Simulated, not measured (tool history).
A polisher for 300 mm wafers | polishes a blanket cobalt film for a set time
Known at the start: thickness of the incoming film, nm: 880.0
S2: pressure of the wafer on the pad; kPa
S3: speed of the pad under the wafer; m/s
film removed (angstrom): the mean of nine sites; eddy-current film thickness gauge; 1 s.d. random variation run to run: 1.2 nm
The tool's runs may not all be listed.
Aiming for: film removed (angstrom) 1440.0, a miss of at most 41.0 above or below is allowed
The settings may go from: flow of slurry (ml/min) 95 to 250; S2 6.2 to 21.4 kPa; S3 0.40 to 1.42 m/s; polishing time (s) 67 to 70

run 1 hour=0.0 | flow_of_slurry_(ml/min)=160 S2=13.8 S3=0.90 polishing_time_(s)=67 | film_removed_(angstrom)=2299.0
run 2 hour=1.5 | flow_of_slurry_(ml/min)=160 S2=17.2 S3=0.90 polishing_time_(s)=67 | film_removed_(angstrom)=2831.7
run 3 hour=4.9 | flow_of_slurry_(ml/min)=135 S2=17.2 S3=0.90 polishing_time_(s)=67 | film_removed_(angstrom)=2728.1
run 4 hour=13.7 | flow_of_slurry_(ml/min)=130 S2=16.5 S3=0.90 polishing_time_(s)=67 | film_removed_(angstrom)=2576.6
run 5 hour=15.5 | flow_of_slurry_(ml/min)=125 S2=15.9 S3=0.90 polishing_time_(s)=67 | film_removed_(angstrom)=2523.7
run 6 hour=24.0 | flow_of_slurry_(ml/min)=125 S2=13.1 S3=0.90 polishing_time_(s)=67 | film_removed_(angstrom)=2086.8
run 7 hour=30.3 | flow_of_slurry_(ml/min)=125 S2=12.4 S3=0.90 polishing_time_(s)=67 | film_removed_(angstrom)=1953.9
run 8 hour=38.5 | flow_of_slurry_(ml/min)=125 S2=11.7 S3=0.90 polishing_time_(s)=67 | film_removed_(angstrom)=1862.8
run 9 hour=45.6 | flow_of_slurry_(ml/min)=125 S2=11.0 S3=0.90 polishing_time_(s)=67 | film_removed_(angstrom)=1741.4
run 10 hour=46.5 | flow_of_slurry_(ml/min)=115 S2=9.7 S3=0.90 polishing_time_(s)=67 | film_removed_(angstrom)=1530.3

Below are 4 possible settings for the next run. Only one of them brings all results inside the allowed miss of their targets. Which is it?
run A hour=47.4 | flow_of_slurry_(ml/min)=95 S2=8.3 S3=1.14 polishing_time_(s)=70 | film_removed_(angstrom)=?
run B hour=47.4 | flow_of_slurry_(ml/min)=95 S2=10.3 S3=0.72 polishing_time_(s)=69 | film_removed_(angstrom)=?
run C hour=47.4 | flow_of_slurry_(ml/min)=95 S2=9.0 S3=0.98 polishing_time_(s)=68 | film_removed_(angstrom)=?
run D hour=47.4 | flow_of_slurry_(ml/min)=170 S2=7.6 S3=1.08 polishing_time_(s)=70 | film_removed_(angstrom)=?

move=A film_removed_(angstrom)=1529.5
move=B film_removed_(angstrom)=1376.8
move=C film_removed_(angstrom)=1443.4
move=D film_removed_(angstrom)=1556.0
A: no better and no worse than the last run
B: the result that was furthest off in the last run now lies on the other side of its target
C: in spec on every target
D: moves away from the targets compared with the last run
Move C is the one to make.
